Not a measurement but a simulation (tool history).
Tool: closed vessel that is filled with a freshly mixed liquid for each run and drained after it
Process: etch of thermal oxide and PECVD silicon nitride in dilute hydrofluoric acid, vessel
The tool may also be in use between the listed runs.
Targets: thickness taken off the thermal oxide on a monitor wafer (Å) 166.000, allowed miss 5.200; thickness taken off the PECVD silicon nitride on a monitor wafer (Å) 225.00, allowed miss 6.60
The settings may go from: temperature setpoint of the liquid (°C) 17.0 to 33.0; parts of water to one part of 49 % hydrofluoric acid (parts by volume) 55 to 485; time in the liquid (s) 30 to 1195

run  hour  temperature setpoint of the liquid (°C)  parts of water to one part of 49 % hydrofluoric acid (parts by volume)  time in the liquid (s)  thickness taken off the thermal oxide on a monitor wafer (Å)  thickness taken off the PECVD silicon nitride on a monitor wafer (Å)
  1   0.0                                     25.0                                                                     270                     610                                                        97.887                                                                130.53
  2   3.2                                     26.0                                                                     250                     600                                                       109.450                                                                147.93
  3   6.3                                     26.5                                                                     230                     590                                                       122.690                                                                162.86
  4  10.2                                     27.0                                                                     220                     580                                                       130.660                                                                172.42
  5  18.9                                     30.5                                                                     220                     580                                                       147.180                                                                212.16
  6  27.8                                     30.5                                                                     220                     395                                                        99.187                                                                142.88
  7  33.9                                     30.5                                                                     220                     395                                                        98.326                                                                143.41
  8  36.3                                     31.0                                                                     200                     395                                                       115.870                                                                164.24
  9  39.2                                     31.0                                                                     200                     395                                                       115.530                                                                164.40
 10  40.0                                     32.0                                                                     115                     380                                                       222.250                                                                294.69
 11  44.6                                     30.5                                                                     165                     440                                                       159.030                                                                215.49

Which of these 4 next moves meets every target?
  A  49.2                                     33.0                                                                     205                     490                                                             ?                                                                     ?
  B  49.2                                     29.5                                                                     190                     570                                                             ?                                                                     ?
  C  49.2                                     28.5                                                                     150                     450                                                             ?                                                                     ?
  D  49.2                                     29.0                                                                     240                     710                                                             ?                                                                     ?

move  thickness taken off the thermal oxide on a monitor wafer (Å)  thickness taken off the PECVD silicon nitride on a monitor wafer (Å)
   A                                                       145.170                                                                223.27
   B                                                       164.780                                                                228.25
   C                                                       167.120                                                                215.33
   D                                                       150.510                                                                217.54
A: brings the result that was furthest off to its target, and leaves another outside
B: meets every target
C: as far off as the last run
D: further off than the last run
Answer: B
